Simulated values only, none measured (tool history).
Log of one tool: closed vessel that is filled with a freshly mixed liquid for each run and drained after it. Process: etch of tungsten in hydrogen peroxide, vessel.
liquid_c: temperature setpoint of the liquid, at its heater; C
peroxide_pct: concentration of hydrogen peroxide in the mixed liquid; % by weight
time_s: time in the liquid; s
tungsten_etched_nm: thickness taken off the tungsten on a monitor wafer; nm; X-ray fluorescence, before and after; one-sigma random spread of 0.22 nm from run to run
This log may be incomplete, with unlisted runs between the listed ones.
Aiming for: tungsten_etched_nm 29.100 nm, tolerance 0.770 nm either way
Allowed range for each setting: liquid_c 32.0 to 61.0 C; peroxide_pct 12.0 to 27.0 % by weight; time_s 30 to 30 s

| run | day | liquid_c | peroxide_pct | time_s | tungsten_etched_nm |
|---|---|---|---|---|---|
| 1 | 0.000 | 45.0 | 18.0 | 30 | 23.728 |
| 2 | 0.096 | 45.0 | 21.0 | 30 | 25.788 |
| 3 | 0.212 | 45.0 | 21.0 | 30 | 25.429 |
| 4 | 0.458 | 45.0 | 21.0 | 30 | 25.663 |
| 5 | 0.804 | 45.0 | 19.0 | 30 | 24.282 |
| 6 | 0.854 | 45.5 | 19.0 | 30 | 25.107 |
| 7 | 1.067 | 46.0 | 19.0 | 30 | 25.794 |
| 8 | 1.250 | 46.0 | 19.0 | 30 | 26.181 |
| 9 | 1.592 | 47.0 | 19.0 | 30 | 27.528 |

Which of these 5 next moves meets every target?
| A | 1.933 | 46.5 | 20.5 | 30 | ? |
| B | 1.933 | 47.0 | 18.0 | 30 | ? |
| C | 1.933 | 46.5 | 19.5 | 30 | ? |
| D | 1.933 | 46.0 | 20.5 | 30 | ? |
| E | 1.933 | 47.5 | 19.5 | 30 | ? |

| move | tungsten_etched_nm |
|---|---|
| A | 27.921 |
| B | 26.992 |
| C | 27.232 |
| D | 27.061 |
| E | 28.981 |
A: gains on the last run, yet a result remains outside its allowed miss
B: its largest miss is bigger than the last run's
C: its largest miss is bigger than the last run's
D: its largest miss is bigger than the last run's
E: each result inside its tolerance
E is the move that brings every result within its allowed miss.
